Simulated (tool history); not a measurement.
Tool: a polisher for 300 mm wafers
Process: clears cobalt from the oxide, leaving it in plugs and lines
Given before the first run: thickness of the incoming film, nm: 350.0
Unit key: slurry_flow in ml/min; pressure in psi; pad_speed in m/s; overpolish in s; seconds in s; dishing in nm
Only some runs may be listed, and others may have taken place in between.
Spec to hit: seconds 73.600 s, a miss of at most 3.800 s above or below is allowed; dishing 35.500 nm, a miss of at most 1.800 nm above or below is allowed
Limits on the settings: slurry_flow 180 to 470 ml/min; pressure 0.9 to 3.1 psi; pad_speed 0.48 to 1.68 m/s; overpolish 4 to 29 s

run	hour	slurry_flow	pressure	pad_speed	overpolish	seconds	dishing
1	0.0	300	2.0	1.08	15	49.693	50.299
2	3.7	300	1.9	1.08	14	53.262	46.460
3	5.0	300	1.8	1.08	13	56.883	46.397
4	7.3	300	1.8	1.06	11	57.276	40.597
5	8.5	300	2.3	1.06	11	45.017	46.879
6	12.9	300	2.1	1.06	11	49.839	44.168
7	17.3	300	2.0	1.06	11	51.803	43.151
8	25.2	300	1.4	1.02	9	75.457	29.835
9	32.9	300	1.4	1.02	10	76.485	31.654

Next run, 5 choices. One meets every target within its allowed miss, the rest don't. Which?
A	40.6	400	1.4	1.02	14	?	?
B	40.6	320	1.3	1.12	11	?	?
C	40.6	300	1.6	1.06	12	?	?
D	40.6	375	1.9	0.88	12	?	?
E	40.6	335	1.2	1.04	13	?	?

move	seconds	dishing
A	73.548	40.623
B	73.428	35.109
C	63.868	40.265
D	63.508	40.400
E	84.803	35.676
A: carries the result that was furthest off beyond its target, to the other side
B: hits every target within its allowed miss
C: carries the result that was furthest off beyond its target, to the other side
D: carries the result that was furthest off beyond its target, to the other side
E: the furthest-off result lands on target, but another misses its tolerance
Correct choice: B, which meets every target

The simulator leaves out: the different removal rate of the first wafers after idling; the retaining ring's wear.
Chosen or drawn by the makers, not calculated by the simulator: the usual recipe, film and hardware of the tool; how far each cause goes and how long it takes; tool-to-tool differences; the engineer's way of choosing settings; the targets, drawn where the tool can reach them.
